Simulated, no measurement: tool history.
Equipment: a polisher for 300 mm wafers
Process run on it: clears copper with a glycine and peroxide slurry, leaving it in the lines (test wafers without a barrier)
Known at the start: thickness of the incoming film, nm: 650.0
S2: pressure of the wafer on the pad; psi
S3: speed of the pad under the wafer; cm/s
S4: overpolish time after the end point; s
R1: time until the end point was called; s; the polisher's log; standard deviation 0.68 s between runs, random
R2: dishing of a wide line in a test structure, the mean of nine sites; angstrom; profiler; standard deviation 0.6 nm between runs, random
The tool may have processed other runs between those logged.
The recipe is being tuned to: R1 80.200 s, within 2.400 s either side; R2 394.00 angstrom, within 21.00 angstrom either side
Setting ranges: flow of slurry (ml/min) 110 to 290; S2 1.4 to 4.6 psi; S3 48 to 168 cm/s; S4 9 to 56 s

{"run": 1, "hour": 0.0, "flow of slurry (ml/min)": 185, "S2": 3.0, "S3": 108, "S4": 29, "R1": 105.47, "R2": 404.63}
{"run": 2, "hour": 2.2, "flow of slurry (ml/min)": 185, "S2": 3.0, "S3": 130, "S4": 29, "R1": 89.494, "R2": 412.17}
{"run": 3, "hour": 7.3, "flow of slurry (ml/min)": 190, "S2": 3.1, "S3": 130, "S4": 25, "R1": 85.935, "R2": 402.42}
{"run": 4, "hour": 13.3, "flow of slurry (ml/min)": 235, "S2": 3.1, "S3": 130, "S4": 25, "R1": 86.063, "R2": 406.08}
{"run": 5, "hour": 17.4, "flow of slurry (ml/min)": 235, "S2": 3.1, "S3": 118, "S4": 25, "R1": 91.553, "R2": 406.56}
{"run": 6, "hour": 24.8, "flow of slurry (ml/min)": 235, "S2": 3.1, "S3": 118, "S4": 17, "R1": 93.682, "R2": 383.81}
{"run": 7, "hour": 29.8, "flow of slurry (ml/min)": 235, "S2": 3.2, "S3": 118, "S4": 18, "R1": 91.244, "R2": 373.34}
{"run": 8, "hour": 31.5, "flow of slurry (ml/min)": 235, "S2": 3.3, "S3": 118, "S4": 20, "R1": 88.949, "R2": 393.73}
{"run": 9, "hour": 40.3, "flow of slurry (ml/min)": 235, "S2": 3.4, "S3": 118, "S4": 19, "R1": 86.169, "R2": 400.23}
{"run": 10, "hour": 44.8, "flow of slurry (ml/min)": 245, "S2": 3.6, "S3": 120, "S4": 9, "R1": 80.127, "R2": 319.05}
{"run": 11, "hour": 48.9, "flow of slurry (ml/min)": 250, "S2": 3.6, "S3": 120, "S4": 13, "R1": 79.476, "R2": 380.88}

Exactly one of the 4 candidate moves below puts every result within its allowed miss. Which one?
{"run": "A", "hour": 53.0, "flow of slurry (ml/min)": 225, "S2": 3.5, "S3": 118, "S4": 12, "R1": "?", "R2": "?"}
{"run": "B", "hour": 53.0, "flow of slurry (ml/min)": 230, "S2": 3.8, "S3": 116, "S4": 9, "R1": "?", "R2": "?"}
{"run": "C", "hour": 53.0, "flow of slurry (ml/min)": 260, "S2": 4.0, "S3": 108, "S4": 16, "R1": "?", "R2": "?"}
{"run": "D", "hour": 53.0, "flow of slurry (ml/min)": 285, "S2": 4.6, "S3": 86, "S4": 13, "R1": "?", "R2": "?"}

move=A R1=83.839 R2=357.52
move=B R1=79.020 R2=329.53
move=C R1=79.571 R2=389.27
move=D R1=85.281 R2=369.94
A: further off than the last run
B: further off than the last run
C: each result inside its tolerance
D: further off than the last run
So the answer is move C, the one that meets all the targets.
